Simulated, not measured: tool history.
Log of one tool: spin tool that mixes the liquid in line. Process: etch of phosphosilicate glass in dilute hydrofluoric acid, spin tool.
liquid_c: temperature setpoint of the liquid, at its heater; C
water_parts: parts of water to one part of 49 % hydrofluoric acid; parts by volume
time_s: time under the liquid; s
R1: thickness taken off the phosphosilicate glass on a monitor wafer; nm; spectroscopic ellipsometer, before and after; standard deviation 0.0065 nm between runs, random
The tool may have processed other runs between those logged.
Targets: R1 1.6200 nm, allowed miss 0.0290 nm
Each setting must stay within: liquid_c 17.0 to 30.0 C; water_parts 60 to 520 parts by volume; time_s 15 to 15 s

Run 1, hour 0.0: liquid_c 22.0 C, water_parts 290 parts by volume, time_s 15 s. Result: R1 2.2326 nm.
Run 2, hour 8.1: liquid_c 21.0 C, water_parts 300 parts by volume, time_s 15 s. Result: R1 2.0636 nm.
Run 3, hour 8.8: liquid_c 20.0 C, water_parts 305 parts by volume, time_s 15 s. Result: R1 1.9423 nm.
Run 4, hour 16.2: liquid_c 20.0 C, water_parts 225 parts by volume, time_s 15 s. Result: R1 2.8149 nm.
Run 5, hour 20.3: liquid_c 20.0 C, water_parts 320 parts by volume, time_s 15 s. Result: R1 1.8251 nm.
Run 6, hour 24.7: liquid_c 19.5 C, water_parts 320 parts by volume, time_s 15 s. Result: R1 1.7871 nm.
Run 7, hour 31.1: liquid_c 19.0 C, water_parts 320 parts by volume, time_s 15 s. Result: R1 1.7556 nm.
Run 8, hour 36.1: liquid_c 18.5 C, water_parts 320 parts by volume, time_s 15 s. Result: R1 1.7233 nm.
Run 9, hour 40.2: liquid_c 18.5 C, water_parts 320 parts by volume, time_s 15 s. Result: R1 1.7393 nm.
Run 10, hour 41.5: liquid_c 18.0 C, water_parts 320 parts by volume, time_s 15 s. Result: R1 1.6945 nm.
Run 11, hour 46.2: liquid_c 17.5 C, water_parts 320 parts by volume, time_s 15 s. Result: R1 1.6624 nm.

5 next moves are on the table. One of them brings every result within its allowed miss. Which?
Run A, hour 50.9: liquid_c 18.0 C, water_parts 345 parts by volume, time_s 15 s. Result: R1 ?.
Run B, hour 50.9: liquid_c 17.0 C, water_parts 310 parts by volume, time_s 15 s. Result: R1 ?.
Run C, hour 50.9: liquid_c 17.5 C, water_parts 340 parts by volume, time_s 15 s. Result: R1 ?.
Run D, hour 50.9: liquid_c 17.0 C, water_parts 335 parts by volume, time_s 15 s. Result: R1 ?.
Run E, hour 50.9: liquid_c 19.0 C, water_parts 340 parts by volume, time_s 15 s. Result: R1 ?.

move      R1
   A  1.5389
   B  1.6987
   C  1.5395
   D  1.5400
   E  1.6262
A: takes the biggest miss from the last run beyond its target
B: its largest miss is bigger than the last run's
C: takes the biggest miss from the last run beyond its target
D: takes the biggest miss from the last run beyond its target
E: all results land within tolerance of their targets
Move E is the one to make.

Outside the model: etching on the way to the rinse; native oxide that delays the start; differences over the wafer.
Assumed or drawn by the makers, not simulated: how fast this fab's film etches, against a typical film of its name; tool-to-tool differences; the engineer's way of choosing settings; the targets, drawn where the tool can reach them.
